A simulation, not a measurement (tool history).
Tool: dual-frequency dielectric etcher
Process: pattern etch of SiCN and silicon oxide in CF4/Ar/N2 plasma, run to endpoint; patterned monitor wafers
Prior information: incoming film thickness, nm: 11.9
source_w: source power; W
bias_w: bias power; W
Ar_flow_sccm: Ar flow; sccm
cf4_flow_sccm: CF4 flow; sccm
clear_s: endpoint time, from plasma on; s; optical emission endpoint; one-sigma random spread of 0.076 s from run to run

run 1 hour=0 | source_w=400 bias_w=77 Ar_flow_sccm=80 cf4_flow_sccm=46 | clear_s=15.754
run 2 hour=2.3 | source_w=400 bias_w=64 Ar_flow_sccm=80 cf4_flow_sccm=46 | clear_s=16.856
run 3 hour=4.2 | source_w=390 bias_w=64 Ar_flow_sccm=80 cf4_flow_sccm=46 | clear_s=17.16
run 4 hour=9.9 | source_w=380 bias_w=64 Ar_flow_sccm=80 cf4_flow_sccm=46 | clear_s=17.451
run 5 hour=14.9 | source_w=450 bias_w=64 Ar_flow_sccm=80 cf4_flow_sccm=46 | clear_s=15.476
run 6 hour=21.4 | source_w=450 bias_w=77 Ar_flow_sccm=80 cf4_flow_sccm=46 | clear_s=14.57

What will run 7 give?
run 7 hour=23.2 | source_w=420 bias_w=76 Ar_flow_sccm=80 cf4_flow_sccm=46 | clear_s=?

{"run 7": {"clear_s": 15.283}}
